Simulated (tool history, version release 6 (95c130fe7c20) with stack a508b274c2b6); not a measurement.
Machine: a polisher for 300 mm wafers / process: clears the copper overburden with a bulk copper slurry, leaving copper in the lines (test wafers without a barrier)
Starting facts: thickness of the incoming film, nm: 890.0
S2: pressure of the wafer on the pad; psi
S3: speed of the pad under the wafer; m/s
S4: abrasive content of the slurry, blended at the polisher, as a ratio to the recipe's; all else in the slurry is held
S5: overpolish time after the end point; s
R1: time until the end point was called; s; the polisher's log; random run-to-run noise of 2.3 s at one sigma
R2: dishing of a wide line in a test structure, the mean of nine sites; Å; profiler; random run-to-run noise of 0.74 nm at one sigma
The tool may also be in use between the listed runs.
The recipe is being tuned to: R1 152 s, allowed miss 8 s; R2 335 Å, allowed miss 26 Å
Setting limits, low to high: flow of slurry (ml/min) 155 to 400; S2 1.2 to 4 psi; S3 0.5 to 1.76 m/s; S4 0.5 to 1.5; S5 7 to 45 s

{"run": 1, "hour": 0.0, "flow of slurry (ml/min)": 255, "S2": 2.6, "S3": 1.12, "S4": 1, "S5": 23, "R1": 99.578, "R2": 1078.2}
{"run": 2, "hour": 3.1, "flow of slurry (ml/min)": 195, "S2": 2.6, "S3": 1.12, "S4": 1, "S5": 23, "R1": 103.05, "R2": 1034.2}
{"run": 3, "hour": 4.4, "flow of slurry (ml/min)": 195, "S2": 2.2, "S3": 1.12, "S4": 1, "S5": 23, "R1": 120.53, "R2": 927.78}
{"run": 4, "hour": 8.6, "flow of slurry (ml/min)": 195, "S2": 2.2, "S3": 1.12, "S4": 0.9, "S5": 23, "R1": 121, "R2": 939.13}
{"run": 5, "hour": 15.0, "flow of slurry (ml/min)": 195, "S2": 2.2, "S3": 1.12, "S4": 1, "S5": 23, "R1": 118.81, "R2": 942.17}
{"run": 6, "hour": 19.3, "flow of slurry (ml/min)": 195, "S2": 2.2, "S3": 1.12, "S4": 1, "S5": 15, "R1": 120.99, "R2": 724.8}
{"run": 7, "hour": 25.6, "flow of slurry (ml/min)": 190, "S2": 2.1, "S3": 1.12, "S4": 1.05, "S5": 14, "R1": 124.43, "R2": 653.79}
{"run": 8, "hour": 26.5, "flow of slurry (ml/min)": 185, "S2": 2, "S3": 1.14, "S4": 1.1, "S5": 13, "R1": 122.54, "R2": 642.87}

Which single option among these 4 for the next run brings every result within its allowed miss of target? Just one does.
{"run": "A", "hour": 27.4, "flow of slurry (ml/min)": 165, "S2": 1.8, "S3": 1.34, "S4": 1.5, "S5": 40, "R1": "?", "R2": "?"}
{"run": "B", "hour": 27.4, "flow of slurry (ml/min)": 190, "S2": 2.3, "S3": 1.16, "S4": 1.1, "S5": 20, "R1": "?", "R2": "?"}
{"run": "C", "hour": 27.4, "flow of slurry (ml/min)": 155, "S2": 2.4, "S3": 1.46, "S4": 0.8, "S5": 7, "R1": "?", "R2": "?"}
{"run": "D", "hour": 27.4, "flow of slurry (ml/min)": 265, "S2": 1.5, "S3": 1.2, "S4": 1.15, "S5": 7, "R1": "?", "R2": "?"}

move=A R1=113.87 R2=1148.6
move=B R1=107.34 R2=942.51
move=C R1=96.378 R2=498.52
move=D R1=146.42 R2=343.27
A: its largest miss is bigger than the last run's
B: its largest miss is bigger than the last run's
C: closes in on the targets versus the last run, not all within tolerance yet
D: in spec on every target
So the answer is move D, the one that meets all the targets.
